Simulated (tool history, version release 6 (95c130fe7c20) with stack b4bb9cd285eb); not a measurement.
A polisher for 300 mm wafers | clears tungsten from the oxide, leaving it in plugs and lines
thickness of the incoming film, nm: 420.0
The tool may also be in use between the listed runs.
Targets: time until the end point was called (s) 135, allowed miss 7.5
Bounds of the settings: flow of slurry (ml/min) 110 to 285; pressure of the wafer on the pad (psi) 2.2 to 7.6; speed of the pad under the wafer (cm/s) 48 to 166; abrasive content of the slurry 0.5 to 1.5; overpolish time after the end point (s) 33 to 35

run,day,flow of slurry (ml/min),pressure of the wafer on the pad (psi),speed of the pad under the wafer (cm/s),abrasive content of the slurry,overpolish time after the end point (s),time until the end point was called (s)
1,0,180,4.9,106,1,33,72.005
2,0.029,180,4.2,104,1,33,82.904
3,0.192,180,3.7,100,1,33,97.035
4,0.338,180,3.7,100,0.85,33,99.96
5,0.546,180,3.7,120,0.85,33,87.594
6,0.821,180,3.3,116,0.85,33,101.65
7,1.117,180,3.3,116,0.85,33,99.423
8,1.167,180,3,114,0.85,33,114.54
9,1.304,180,2.9,114,0.85,33,114.96
10,1.362,180,2.7,114,0.85,33,125.09

Which of these 4 next moves meets every target?
A,1.421,155,2.4,108,0.75,33,?
B,1.421,170,2.7,126,0.95,35,?
C,1.421,220,2.5,122,0.85,33,?
D,1.421,165,2.6,112,0.8,33,?

move,time until the end point was called (s)
A,150.57
B,113.86
C,123.19
D,133.07
A: takes the result that was furthest off past its target
B: further off than the last run
C: further off than the last run
D: meets every target
Answer: D

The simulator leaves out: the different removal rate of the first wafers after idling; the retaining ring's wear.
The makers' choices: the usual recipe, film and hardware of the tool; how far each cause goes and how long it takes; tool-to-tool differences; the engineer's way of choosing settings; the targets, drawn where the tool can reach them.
